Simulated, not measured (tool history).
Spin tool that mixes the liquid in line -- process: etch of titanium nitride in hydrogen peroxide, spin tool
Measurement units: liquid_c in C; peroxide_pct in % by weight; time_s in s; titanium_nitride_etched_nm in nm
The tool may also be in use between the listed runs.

run 1 day=0.000 | liquid_c=57.0 peroxide_pct=25.5 time_s=65 | titanium_nitride_etched_nm=6.4169
run 2 day=0.292 | liquid_c=53.5 peroxide_pct=25.5 time_s=65 | titanium_nitride_etched_nm=5.0300
run 3 day=0.471 | liquid_c=51.5 peroxide_pct=25.5 time_s=65 | titanium_nitride_etched_nm=4.3183
run 4 day=0.821 | liquid_c=51.5 peroxide_pct=23.5 time_s=65 | titanium_nitride_etched_nm=4.3024
run 5 day=1.038 | liquid_c=50.0 peroxide_pct=23.5 time_s=65 | titanium_nitride_etched_nm=3.8175
run 6 day=1.067 | liquid_c=50.0 peroxide_pct=27.5 time_s=65 | titanium_nitride_etched_nm=3.9530
run 7 day=1.104 | liquid_c=49.0 peroxide_pct=27.5 time_s=65 | titanium_nitride_etched_nm=3.6743
run 8 day=1.154 | liquid_c=48.5 peroxide_pct=27.5 time_s=65 | titanium_nitride_etched_nm=3.5456

Run 9, settings as shown, results not yet in. Your forecast:
run 9 day=1.267 | liquid_c=48.0 peroxide_pct=27.5 time_s=65 | titanium_nitride_etched_nm=?

{"run 9": {"titanium_nitride_etched_nm": 3.4078}}
